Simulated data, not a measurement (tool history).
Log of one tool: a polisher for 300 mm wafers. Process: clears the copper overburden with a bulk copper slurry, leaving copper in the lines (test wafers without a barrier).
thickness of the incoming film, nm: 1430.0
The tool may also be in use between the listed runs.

| run | hour | flow of slurry (ml/min) | pressure of the wafer on the pad (kPa) | speed of the pad under the wafer (m/s) | abrasive content of the slurry | overpolish time after the end point (s) | time until the end point was called (s) | dishing of a wide line in a test structure (Å) |
|---|---|---|---|---|---|---|---|---|
| 1 | 0 | 145 | 17.2 | 1.24 | 1 | 27 | 142.87 | 932.35 |
| 2 | 3.3 | 175 | 17.2 | 1.24 | 1 | 27 | 139.55 | 932.16 |
| 3 | 5.9 | 175 | 17.2 | 1.24 | 0.85 | 27 | 149.41 | 931.29 |
| 4 | 12.9 | 175 | 17.2 | 1.28 | 0.9 | 23 | 137.49 | 904.93 |
| 5 | 18 | 175 | 16.5 | 1.3 | 0.95 | 20 | 143.73 | 857.24 |
| 6 | 25.6 | 175 | 16.5 | 1.34 | 1 | 17 | 136.32 | 791.1 |

The next listed run, before its measurement:
| 7 | 27.7 | 175 | 17.2 | 1.34 | 1 | 15 | ? | ? |

time until the end point was called (s): 128.37
dishing of a wide line in a test structure (Å): 780.12
